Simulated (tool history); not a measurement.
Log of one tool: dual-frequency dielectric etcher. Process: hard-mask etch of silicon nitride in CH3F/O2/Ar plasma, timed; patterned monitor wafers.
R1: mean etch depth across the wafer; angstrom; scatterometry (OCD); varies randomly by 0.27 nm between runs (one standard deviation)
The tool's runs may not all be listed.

{"run": 1, "hour": 0.0, "source power (W)": 320, "bias power (W)": 58, "etch time (s)": 165.5, "R1": 913.35}
{"run": 2, "hour": 2.4, "source power (W)": 320, "bias power (W)": 58, "etch time (s)": 152.5, "R1": 846.24}
{"run": 3, "hour": 5.3, "source power (W)": 330, "bias power (W)": 59, "etch time (s)": 152.5, "R1": 859.66}
{"run": 4, "hour": 8.9, "source power (W)": 330, "bias power (W)": 59, "etch time (s)": 165.5, "R1": 930.94}
{"run": 5, "hour": 17.3, "source power (W)": 370, "bias power (W)": 59, "etch time (s)": 165.5, "R1": 975.35}
{"run": 6, "hour": 25.3, "source power (W)": 370, "bias power (W)": 59, "etch time (s)": 152.5, "R1": 897.71}
{"run": 7, "hour": 27.1, "source power (W)": 380, "bias power (W)": 60, "etch time (s)": 152.5, "R1": 912.03}
{"run": 8, "hour": 34.1, "source power (W)": 390, "bias power (W)": 61, "etch time (s)": 152.5, "R1": 926.68}
{"run": 9, "hour": 41.6, "source power (W)": 400, "bias power (W)": 62, "etch time (s)": 152.5, "R1": 942.26}
{"run": 10, "hour": 43.2, "source power (W)": 400, "bias power (W)": 63, "etch time (s)": 152.5, "R1": 945.01}
{"run": 11, "hour": 47.7, "source power (W)": 400, "bias power (W)": 64, "etch time (s)": 152.5, "R1": 950.44}

For run 12, what comes out?
{"run": 12, "hour": 52.0, "source power (W)": 400, "bias power (W)": 65, "etch time (s)": 152.5, "R1": "?"}

R1: 956.57 angstrom
